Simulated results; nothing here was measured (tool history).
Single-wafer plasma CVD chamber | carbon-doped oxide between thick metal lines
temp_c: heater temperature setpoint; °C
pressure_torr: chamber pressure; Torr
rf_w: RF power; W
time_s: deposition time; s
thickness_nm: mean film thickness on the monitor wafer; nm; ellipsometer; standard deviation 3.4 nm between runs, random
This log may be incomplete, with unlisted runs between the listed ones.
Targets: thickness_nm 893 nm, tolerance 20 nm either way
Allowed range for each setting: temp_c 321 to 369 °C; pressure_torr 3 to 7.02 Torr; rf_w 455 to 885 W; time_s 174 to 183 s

{"run": 1, "hour": 0.0, "temp_c": 345, "pressure_torr": 5.01, "rf_w": 670, "time_s": 183, "thickness_nm": 1127}
{"run": 2, "hour": 1.0, "temp_c": 345, "pressure_torr": 5.01, "rf_w": 715, "time_s": 183, "thickness_nm": 1176}
{"run": 3, "hour": 8.4, "temp_c": 345, "pressure_torr": 5.01, "rf_w": 650, "time_s": 183, "thickness_nm": 1103}
{"run": 4, "hour": 14.7, "temp_c": 336, "pressure_torr": 5.01, "rf_w": 650, "time_s": 183, "thickness_nm": 1138.3}
{"run": 5, "hour": 16.0, "temp_c": 340, "pressure_torr": 4.53, "rf_w": 600, "time_s": 182, "thickness_nm": 1029.7}
{"run": 6, "hour": 23.8, "temp_c": 346, "pressure_torr": 4.53, "rf_w": 600, "time_s": 182, "thickness_nm": 1010}
{"run": 7, "hour": 29.3, "temp_c": 349, "pressure_torr": 4.15, "rf_w": 590, "time_s": 182, "thickness_nm": 976.38}
{"run": 8, "hour": 30.0, "temp_c": 351, "pressure_torr": 3.85, "rf_w": 580, "time_s": 182, "thickness_nm": 946.47}
{"run": 9, "hour": 37.7, "temp_c": 353, "pressure_torr": 3.66, "rf_w": 575, "time_s": 182, "thickness_nm": 927.65}

Exactly one of the 4 candidate moves below puts every result within its allowed miss. Which one?
{"run": "A", "hour": 45.4, "temp_c": 348, "pressure_torr": 4.31, "rf_w": 560, "time_s": 183, "thickness_nm": "?"}
{"run": "B", "hour": 45.4, "temp_c": 358, "pressure_torr": 3.39, "rf_w": 620, "time_s": 183, "thickness_nm": "?"}
{"run": "C", "hour": 45.4, "temp_c": 352, "pressure_torr": 3.3, "rf_w": 580, "time_s": 176, "thickness_nm": "?"}
{"run": "D", "hour": 45.4, "temp_c": 345, "pressure_torr": 4.12, "rf_w": 555, "time_s": 183, "thickness_nm": "?"}

move=A thickness_nm=954.88
move=B thickness_nm=964.82
move=C thickness_nm=895.28
move=D thickness_nm=949.63
A: misses by more than the last run did
B: misses by more than the last run did
C: each result inside its tolerance
D: misses by more than the last run did
Answer: C
